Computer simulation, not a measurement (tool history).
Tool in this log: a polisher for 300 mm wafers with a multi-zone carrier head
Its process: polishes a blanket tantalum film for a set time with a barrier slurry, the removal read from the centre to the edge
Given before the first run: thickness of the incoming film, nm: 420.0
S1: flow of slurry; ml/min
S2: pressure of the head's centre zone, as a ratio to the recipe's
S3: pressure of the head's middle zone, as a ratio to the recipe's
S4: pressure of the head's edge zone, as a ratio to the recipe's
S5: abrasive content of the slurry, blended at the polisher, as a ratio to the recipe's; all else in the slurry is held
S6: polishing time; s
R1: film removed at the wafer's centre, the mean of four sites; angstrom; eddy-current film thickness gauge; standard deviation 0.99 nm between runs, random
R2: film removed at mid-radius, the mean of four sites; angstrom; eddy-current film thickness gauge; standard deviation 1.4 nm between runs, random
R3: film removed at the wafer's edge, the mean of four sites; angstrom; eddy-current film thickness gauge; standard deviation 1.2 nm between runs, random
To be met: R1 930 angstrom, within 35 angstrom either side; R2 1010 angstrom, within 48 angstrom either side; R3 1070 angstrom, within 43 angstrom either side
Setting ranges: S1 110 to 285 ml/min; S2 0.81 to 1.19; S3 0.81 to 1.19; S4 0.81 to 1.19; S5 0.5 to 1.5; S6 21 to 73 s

{"run": 1, "hour": 0.0, "S1": 180, "S2": 1, "S3": 1, "S4": 1, "S5": 1, "S6": 47, "R1": 707.63, "R2": 751.07, "R3": 718.13}
{"run": 2, "hour": 2.8, "S1": 180, "S2": 0.99, "S3": 1, "S4": 1.03, "S5": 1.1, "S6": 49, "R1": 757.96, "R2": 783.4, "R3": 792.59}
{"run": 3, "hour": 5.3, "S1": 180, "S2": 0.99, "S3": 1.05, "S4": 1.03, "S5": 1.1, "S6": 49, "R1": 770.74, "R2": 812.81, "R3": 776.47}
{"run": 4, "hour": 9.6, "S1": 185, "S2": 0.97, "S3": 1.06, "S4": 1.05, "S5": 1.2, "S6": 50, "R1": 785.32, "R2": 872.89, "R3": 821.32}
{"run": 5, "hour": 11.1, "S1": 190, "S2": 0.97, "S3": 1.05, "S4": 1.08, "S5": 1.25, "S6": 51, "R1": 824.29, "R2": 905.52, "R3": 887.45}
{"run": 6, "hour": 17.3, "S1": 190, "S2": 0.97, "S3": 1.05, "S4": 1.08, "S5": 1.15, "S6": 51, "R1": 787.09, "R2": 879.16, "R3": 873.79}
{"run": 7, "hour": 20.1, "S1": 200, "S2": 0.98, "S3": 1.05, "S4": 1.1, "S5": 1.2, "S6": 51, "R1": 828.7, "R2": 903.12, "R3": 881.79}
{"run": 8, "hour": 21.3, "S1": 205, "S2": 0.97, "S3": 1.04, "S4": 1.12, "S5": 1.25, "S6": 51, "R1": 800.67, "R2": 894.43, "R3": 913.85}
{"run": 9, "hour": 25.4, "S1": 205, "S2": 0.98, "S3": 1.04, "S4": 1.13, "S5": 1.3, "S6": 52, "R1": 857.95, "R2": 912.21, "R3": 941.75}
{"run": 10, "hour": 28.7, "S1": 210, "S2": 0.98, "S3": 1.04, "S4": 1.14, "S5": 1.35, "S6": 52, "R1": 861.9, "R2": 929.41, "R3": 979.45}

5 next moves are on the table. One of them brings every result within its allowed miss. Which?
{"run": "A", "hour": 32.0, "S1": 190, "S2": 1.15, "S3": 0.95, "S4": 1.09, "S5": 1.5, "S6": 50, "R1": "?", "R2": "?", "R3": "?"}
{"run": "B", "hour": 32.0, "S1": 210, "S2": 0.92, "S3": 1.13, "S4": 1.13, "S5": 1.2, "S6": 61, "R1": "?", "R2": "?", "R3": "?"}
{"run": "C", "hour": 32.0, "S1": 215, "S2": 0.95, "S3": 1.04, "S4": 1.18, "S5": 1.35, "S6": 62, "R1": "?", "R2": "?", "R3": "?"}
{"run": "D", "hour": 32.0, "S1": 225, "S2": 1.07, "S3": 0.95, "S4": 1.19, "S5": 1.35, "S6": 56, "R1": "?", "R2": "?", "R3": "?"}
{"run": "E", "hour": 32.0, "S1": 220, "S2": 0.96, "S3": 1.01, "S4": 1.19, "S5": 1.2, "S6": 59, "R1": "?", "R2": "?", "R3": "?"}

move=A R1=986.84 R2=843.48 R3=902.32
move=B R1=925.26 R2=1145.3 R3=1069.4
move=C R1=1004.1 R2=1121 R3=1149.9
move=D R1=1028.2 R2=942.81 R3=1048.9
move=E R1=939.55 R2=1012.3 R3=1068.9
A: lands further from the targets than the last run did
B: the worst result of the last run now meets its target, but another is out of spec
C: the result that was furthest off in the last run now lies on the other side of its target
D: the worst result of the last run now meets its target, but another is out of spec
E: every result within its allowed miss
E is the move that brings every result within its allowed miss.

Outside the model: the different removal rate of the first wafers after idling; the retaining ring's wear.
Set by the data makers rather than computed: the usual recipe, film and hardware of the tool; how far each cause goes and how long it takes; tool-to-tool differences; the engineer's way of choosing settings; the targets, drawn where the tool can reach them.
